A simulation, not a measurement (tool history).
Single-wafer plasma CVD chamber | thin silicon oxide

run  hour  heater temperature setpoint (°C)  chamber pressure (mTorr)  RF power (kW)  deposition time (s)  mean film thickness on the monitor wafer (angstrom)
  1     0                               380                       768            0.3                 4.25                                               74.432
  2   4.8                               391                       768            0.3                 4.25                                               73.054
  3   7.7                               392                       739            0.3                 4.25                                                70.68
  4  14.6                               392                       622            0.3                 4.25                                               58.567
  5  15.7                               382                       622            0.3                 4.25                                                59.53
  6  21.3                               382                       639            0.3                 4.25                                                60.78

Predict the results of run 7:
  7  27.3                               382                       697            0.3                 4.25                                                    ?

{"run 7": {"mean film thickness on the monitor wafer (angstrom)": 66.285}}

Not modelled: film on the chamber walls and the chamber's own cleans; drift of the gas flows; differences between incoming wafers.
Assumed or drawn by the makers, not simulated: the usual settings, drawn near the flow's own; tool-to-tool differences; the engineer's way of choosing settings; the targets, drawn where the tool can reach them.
